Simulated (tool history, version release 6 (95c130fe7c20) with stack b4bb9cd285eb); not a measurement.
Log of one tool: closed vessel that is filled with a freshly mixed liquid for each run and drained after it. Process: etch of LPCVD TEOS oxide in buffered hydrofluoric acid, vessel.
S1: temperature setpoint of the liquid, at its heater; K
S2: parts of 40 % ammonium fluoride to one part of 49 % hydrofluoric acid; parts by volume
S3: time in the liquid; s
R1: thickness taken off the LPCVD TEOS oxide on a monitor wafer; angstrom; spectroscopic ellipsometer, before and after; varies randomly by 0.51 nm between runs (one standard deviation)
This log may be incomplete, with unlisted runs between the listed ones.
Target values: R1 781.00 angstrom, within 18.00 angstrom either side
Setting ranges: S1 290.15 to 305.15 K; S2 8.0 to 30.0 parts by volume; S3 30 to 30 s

Run 1, day 0.000: S1 297.15 K, S2 21.5 parts by volume, S3 30 s. Result: R1 350.80 angstrom.
Run 2, day 0.262: S1 299.15 K, S2 19.0 parts by volume, S3 30 s. Result: R1 438.10 angstrom.
Run 3, day 0.300: S1 297.15 K, S2 19.0 parts by volume, S3 30 s. Result: R1 388.02 angstrom.
Run 4, day 0.642: S1 297.15 K, S2 19.0 parts by volume, S3 30 s. Result: R1 390.77 angstrom.
Run 5, day 0.996: S1 297.15 K, S2 19.0 parts by volume, S3 30 s. Result: R1 387.91 angstrom.
Run 6, day 1.204: S1 293.65 K, S2 19.0 parts by volume, S3 30 s. Result: R1 319.44 angstrom.
Run 7, day 1.504: S1 297.65 K, S2 12.0 parts by volume, S3 30 s. Result: R1 629.48 angstrom.
Run 8, day 1.767: S1 298.65 K, S2 12.0 parts by volume, S3 30 s. Result: R1 665.03 angstrom.
Run 9, day 1.800: S1 302.15 K, S2 12.0 parts by volume, S3 30 s. Result: R1 804.74 angstrom.

Pick the move, out of 4, that brings all results within their allowed miss; only one does.
Run A, day 1.833: S1 303.15 K, S2 13.5 parts by volume, S3 30 s. Result: R1 ?.
Run B, day 1.833: S1 301.65 K, S2 12.0 parts by volume, S3 30 s. Result: R1 ?.
Run C, day 1.833: S1 303.65 K, S2 12.5 parts by volume, S3 30 s. Result: R1 ?.
Run D, day 1.833: S1 302.15 K, S2 11.5 parts by volume, S3 30 s. Result: R1 ?.

move      R1
   A  751.57
   B  779.08
   C  831.80
   D  833.88
A: moves the result that the last run missed by most past its target, out the other side
B: every result lands within tolerance
C: further off than the last run
D: further off than the last run
B meets every target.
